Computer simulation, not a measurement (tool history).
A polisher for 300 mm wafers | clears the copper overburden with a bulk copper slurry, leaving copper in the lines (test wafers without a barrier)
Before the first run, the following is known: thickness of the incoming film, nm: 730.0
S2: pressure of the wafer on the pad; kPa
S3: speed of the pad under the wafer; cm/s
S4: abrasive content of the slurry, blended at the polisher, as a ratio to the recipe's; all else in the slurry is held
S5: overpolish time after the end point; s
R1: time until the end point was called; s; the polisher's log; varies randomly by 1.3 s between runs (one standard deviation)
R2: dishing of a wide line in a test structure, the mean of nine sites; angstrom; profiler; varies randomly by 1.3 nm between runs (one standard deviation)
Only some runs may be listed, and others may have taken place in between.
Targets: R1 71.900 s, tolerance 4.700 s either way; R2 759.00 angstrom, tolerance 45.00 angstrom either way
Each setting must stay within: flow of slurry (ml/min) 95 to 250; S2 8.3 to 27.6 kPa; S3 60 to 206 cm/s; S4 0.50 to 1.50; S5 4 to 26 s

run 1 hour=0.0 | flow_of_slurry_(ml/min)=160 S2=17.9 S3=132 S4=1.00 S5=13 | R1=82.916 R2=578.21
run 2 hour=1.8 | flow_of_slurry_(ml/min)=130 S2=17.9 S3=132 S4=1.00 S5=13 | R1=84.241 R2=563.78
run 3 hour=8.9 | flow_of_slurry_(ml/min)=130 S2=17.9 S3=132 S4=1.00 S5=11 | R1=83.579 R2=515.92
run 4 hour=10.0 | flow_of_slurry_(ml/min)=150 S2=17.9 S3=132 S4=1.00 S5=11 | R1=83.671 R2=514.95
run 5 hour=18.6 | flow_of_slurry_(ml/min)=125 S2=17.9 S3=132 S4=1.00 S5=11 | R1=84.380 R2=521.68
run 6 hour=24.1 | flow_of_slurry_(ml/min)=125 S2=18.6 S3=132 S4=1.00 S5=12 | R1=83.882 R2=540.40
run 7 hour=25.4 | flow_of_slurry_(ml/min)=125 S2=19.3 S3=132 S4=1.00 S5=13 | R1=79.666 R2=594.98
run 8 hour=27.5 | flow_of_slurry_(ml/min)=125 S2=20.7 S3=132 S4=1.00 S5=15 | R1=72.800 R2=640.03
run 9 hour=34.6 | flow_of_slurry_(ml/min)=125 S2=20.7 S3=132 S4=1.00 S5=16 | R1=74.850 R2=699.52

5 next moves are on the table. One of them brings every result within its allowed miss. Which?
run A hour=41.7 | flow_of_slurry_(ml/min)=105 S2=21.4 S3=136 S4=1.00 S5=15 | R1=? R2=?
run B hour=41.7 | flow_of_slurry_(ml/min)=120 S2=20.7 S3=142 S4=0.85 S5=19 | R1=? R2=?
run C hour=41.7 | flow_of_slurry_(ml/min)=110 S2=20.0 S3=130 S4=1.00 S5=15 | R1=? R2=?
run D hour=41.7 | flow_of_slurry_(ml/min)=125 S2=22.8 S3=144 S4=0.95 S5=11 | R1=? R2=?
run E hour=41.7 | flow_of_slurry_(ml/min)=160 S2=15.9 S3=148 S4=1.30 S5=17 | R1=? R2=?

move=A R1=72.445 R2=673.76
move=B R1=71.647 R2=751.20
move=C R1=79.704 R2=637.38
move=D R1=62.261 R2=622.31
move=E R1=76.337 R2=675.90
A: its largest miss is bigger than the last run's
B: meets every target
C: its largest miss is bigger than the last run's
D: its largest miss is bigger than the last run's
E: its largest miss is bigger than the last run's
Go with B: it meets all targets.
